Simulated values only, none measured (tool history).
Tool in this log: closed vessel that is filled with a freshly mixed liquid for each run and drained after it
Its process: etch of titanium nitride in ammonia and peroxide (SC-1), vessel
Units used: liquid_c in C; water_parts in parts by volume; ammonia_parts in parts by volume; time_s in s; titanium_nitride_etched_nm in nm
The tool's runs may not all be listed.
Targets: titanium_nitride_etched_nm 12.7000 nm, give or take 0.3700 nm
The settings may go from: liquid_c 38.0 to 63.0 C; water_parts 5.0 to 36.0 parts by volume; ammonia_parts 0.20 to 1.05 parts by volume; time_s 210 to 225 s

| run | day | liquid_c | water_parts | ammonia_parts | time_s | titanium_nitride_etched_nm |
|---|---|---|---|---|---|---|
| 1 | 0.000 | 47.0 | 20.0 | 0.55 | 210 | 8.4940 |
| 2 | 0.279 | 41.5 | 20.0 | 0.55 | 210 | 5.7543 |
| 3 | 0.325 | 48.5 | 20.0 | 0.55 | 210 | 9.5121 |
| 4 | 0.688 | 48.5 | 20.0 | 0.55 | 210 | 9.4250 |
| 5 | 1.025 | 49.5 | 20.0 | 0.55 | 210 | 10.0830 |
| 6 | 1.150 | 47.0 | 20.0 | 0.55 | 210 | 8.4606 |
| 7 | 1.279 | 48.5 | 20.0 | 0.55 | 210 | 9.4725 |
| 8 | 1.379 | 48.5 | 20.0 | 0.55 | 210 | 9.3845 |
| 9 | 1.675 | 48.5 | 20.0 | 0.55 | 210 | 9.3572 |
| 10 | 2.046 | 49.5 | 20.0 | 0.55 | 210 | 10.0870 |
| 11 | 2.233 | 50.5 | 20.0 | 0.55 | 210 | 10.7190 |
| 12 | 2.596 | 53.5 | 20.0 | 0.55 | 210 | 13.4830 |
| 13 | 2.883 | 53.5 | 20.0 | 0.55 | 210 | 13.3340 |

Which single option among these 4 for the next run brings every result within its allowed miss of target? Just one does.
| A | 3.171 | 49.5 | 18.5 | 0.80 | 220 | ? |
| B | 3.171 | 50.5 | 14.5 | 0.45 | 225 | ? |
| C | 3.171 | 54.0 | 20.0 | 0.60 | 210 | ? |
| D | 3.171 | 54.0 | 21.5 | 0.30 | 225 | ? |

| move | titanium_nitride_etched_nm |
|---|---|
| A | 11.7210 |
| B | 13.2390 |
| C | 13.8780 |
| D | 12.5310 |
A: carries the result that was furthest off beyond its target, to the other side
B: an improvement on the last run, though not all results are within tolerance
C: the biggest miss grows against the last run
D: every result lands within tolerance
Correct choice: D, which meets every target
